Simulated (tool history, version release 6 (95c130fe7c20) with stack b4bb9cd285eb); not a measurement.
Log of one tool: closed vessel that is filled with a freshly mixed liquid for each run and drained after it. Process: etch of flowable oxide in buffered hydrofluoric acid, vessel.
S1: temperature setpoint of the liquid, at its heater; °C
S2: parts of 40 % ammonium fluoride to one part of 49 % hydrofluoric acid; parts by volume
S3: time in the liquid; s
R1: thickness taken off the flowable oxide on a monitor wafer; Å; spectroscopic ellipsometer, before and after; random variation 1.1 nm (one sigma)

| run | day | S1 | S2 | S3 | R1 |
|---|---|---|---|---|---|
| 1 | 0 | 23 | 23 | 105 | 1186.6 |
| 2 | 0.058 | 23 | 20.5 | 105 | 1301.7 |
| 3 | 0.317 | 23 | 20.5 | 110 | 1366.2 |
| 4 | 0.625 | 23 | 24.5 | 110 | 1204.9 |
| 5 | 0.742 | 24 | 24.5 | 110 | 1268.2 |
| 6 | 1.079 | 24 | 24.5 | 110 | 1272.2 |
| 7 | 1.179 | 25 | 24.5 | 110 | 1352.3 |
| 8 | 1.471 | 26 | 24.5 | 110 | 1429.7 |

Run 9 comes next. What will it give?
| 9 | 1.796 | 26.5 | 24.5 | 110 | ? |

Run 9 gave R1 1452.9 Å.
